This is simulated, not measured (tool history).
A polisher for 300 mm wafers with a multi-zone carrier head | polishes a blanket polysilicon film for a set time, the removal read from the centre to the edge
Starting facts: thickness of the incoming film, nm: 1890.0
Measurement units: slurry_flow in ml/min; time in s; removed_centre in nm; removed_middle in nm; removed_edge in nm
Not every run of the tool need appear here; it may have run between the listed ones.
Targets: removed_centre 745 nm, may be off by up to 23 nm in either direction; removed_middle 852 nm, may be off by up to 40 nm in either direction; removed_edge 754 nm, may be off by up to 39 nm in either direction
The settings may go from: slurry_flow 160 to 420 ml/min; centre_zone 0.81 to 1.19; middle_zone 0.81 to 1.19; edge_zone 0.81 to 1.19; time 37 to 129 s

run    day  slurry_flow  centre_zone  middle_zone  edge_zone  time  removed_centre  removed_middle  removed_edge
  1      0          270            1            1          1    83          534.26          524.14        531.05
  2  0.279          315            1            1          1    83          550.08           557.2        539.52
  3  0.583          320            1         1.02       1.01    86          564.69          575.87        562.73
  4  0.617          320            1         1.02       0.94    86          578.26           559.1        540.66
  5    0.8          325         1.01         1.04       0.96    88          587.38             595        556.74
  6  1.046          325         1.01         1.04       0.96    80          536.03          532.48        505.55
  7  1.388          330         1.02         1.05       0.98    83          564.04           566.8        537.82
  8  1.412          340         1.03         1.07          1    85          585.17          591.92        541.81
  9  1.729          340         1.02         1.07       1.01    88          599.12          605.06        575.55
 10   1.85          350         1.01         1.09          1    91           614.3          630.47        596.56
 11  2.071          360         1.01          1.1       1.01    93          619.08          664.85        609.25
 12  2.271          365         1.01         1.11       1.02    95          642.65          686.41        613.58
 13  2.292          365         1.01         1.11       1.03    97          667.47          673.83        660.84
 14  2.429          370            1         1.12       1.01    99          659.76          710.77        660.75
 15  2.729          375            1         1.13       1.01   101          687.46          757.36        667.29
 16  2.808          375            1         1.13       1.01   101             674          736.51        675.57
 17  3.179          375            1         1.14       1.01   102          688.05          724.83        681.78
       3.4  -- slurry nozzle cleaned
 18    3.4          380            1         1.15       1.01   103          716.17          780.23        687.61

Which of these 4 next moves meets every target?
  A  3.621          420         0.98         1.19       1.06   107               ?               ?             ?
  B  3.621          320         0.98         0.89       1.19   112               ?               ?             ?
  C  3.621          370          0.9         0.84       1.19   112               ?               ?             ?
  D  3.621          420         0.92         1.19       0.92   104               ?               ?             ?

move  removed_centre  removed_middle  removed_edge
   A          746.38          839.81        746.77
   B          760.72          706.37         817.5
   C          707.98          690.05        826.11
   D          680.69          816.69        678.11
A: all results land within tolerance of their targets
B: its largest miss is bigger than the last run's
C: its largest miss is bigger than the last run's
D: gets the furthest-off result to its target, but another result is out of tolerance
Go with A: it meets all targets.

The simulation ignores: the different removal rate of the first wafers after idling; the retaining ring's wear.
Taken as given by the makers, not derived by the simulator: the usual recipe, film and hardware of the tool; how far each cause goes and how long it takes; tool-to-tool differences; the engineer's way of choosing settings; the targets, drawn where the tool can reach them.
